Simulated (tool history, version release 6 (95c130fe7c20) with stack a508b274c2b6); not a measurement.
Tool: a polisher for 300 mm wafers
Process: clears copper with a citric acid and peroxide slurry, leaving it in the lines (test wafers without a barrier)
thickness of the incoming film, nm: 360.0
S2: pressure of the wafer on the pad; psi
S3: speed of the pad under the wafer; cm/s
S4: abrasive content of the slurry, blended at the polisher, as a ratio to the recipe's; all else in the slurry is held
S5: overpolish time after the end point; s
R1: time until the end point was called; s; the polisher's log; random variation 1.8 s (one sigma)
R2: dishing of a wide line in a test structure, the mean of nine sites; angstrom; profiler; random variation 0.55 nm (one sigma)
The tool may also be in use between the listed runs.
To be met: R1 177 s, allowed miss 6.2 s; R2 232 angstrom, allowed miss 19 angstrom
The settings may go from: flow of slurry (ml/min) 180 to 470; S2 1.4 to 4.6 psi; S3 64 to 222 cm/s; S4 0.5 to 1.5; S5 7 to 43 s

{"run": 1, "hour": 0.0, "flow of slurry (ml/min)": 300, "S2": 3, "S3": 142, "S4": 1, "S5": 22, "R1": 146.16, "R2": 369.46}
{"run": 2, "hour": 6.2, "flow of slurry (ml/min)": 300, "S2": 2.8, "S3": 142, "S4": 1, "S5": 20, "R1": 154.18, "R2": 334.06}
{"run": 3, "hour": 10.5, "flow of slurry (ml/min)": 300, "S2": 2.8, "S3": 142, "S4": 1, "S5": 12, "R1": 154.95, "R2": 214.49}
{"run": 4, "hour": 13.8, "flow of slurry (ml/min)": 300, "S2": 2.8, "S3": 126, "S4": 1, "S5": 12, "R1": 168.78, "R2": 192.81}
{"run": 5, "hour": 20.4, "flow of slurry (ml/min)": 225, "S2": 2.8, "S3": 126, "S4": 1, "S5": 12, "R1": 171.49, "R2": 191.15}
{"run": 6, "hour": 23.7, "flow of slurry (ml/min)": 225, "S2": 2.8, "S3": 126, "S4": 1, "S5": 13, "R1": 173.49, "R2": 210.51}
{"hour": 26.0, "done": "worn pad replaced by a new one"}
{"run": 7, "hour": 26.0, "flow of slurry (ml/min)": 225, "S2": 2.8, "S3": 126, "S4": 1, "S5": 14, "R1": 156.38, "R2": 240.44}
{"run": 8, "hour": 27.4, "flow of slurry (ml/min)": 250, "S2": 2.7, "S3": 126, "S4": 1, "S5": 15, "R1": 160.12, "R2": 261.09}
{"run": 9, "hour": 30.6, "flow of slurry (ml/min)": 250, "S2": 2.7, "S3": 118, "S4": 1, "S5": 15, "R1": 166.18, "R2": 248.22}

Which of these 4 next moves meets every target?
{"run": "A", "hour": 33.8, "flow of slurry (ml/min)": 300, "S2": 3.1, "S3": 122, "S4": 0.75, "S5": 13, "R1": "?", "R2": "?"}
{"run": "B", "hour": 33.8, "flow of slurry (ml/min)": 210, "S2": 3.5, "S3": 108, "S4": 0.8, "S5": 13, "R1": "?", "R2": "?"}
{"run": "C", "hour": 33.8, "flow of slurry (ml/min)": 205, "S2": 2.6, "S3": 134, "S4": 1.3, "S5": 17, "R1": "?", "R2": "?"}
{"run": "D", "hour": 33.8, "flow of slurry (ml/min)": 265, "S2": 2.8, "S3": 102, "S4": 0.95, "S5": 15, "R1": "?", "R2": "?"}

move=A R1=151.93 R2=250.76
move=B R1=149.51 R2=255.47
move=C R1=157.17 R2=306.84
move=D R1=180.47 R2=243.43
A: further off than the last run
B: further off than the last run
C: further off than the last run
D: meets every target
Move D is the one to make.

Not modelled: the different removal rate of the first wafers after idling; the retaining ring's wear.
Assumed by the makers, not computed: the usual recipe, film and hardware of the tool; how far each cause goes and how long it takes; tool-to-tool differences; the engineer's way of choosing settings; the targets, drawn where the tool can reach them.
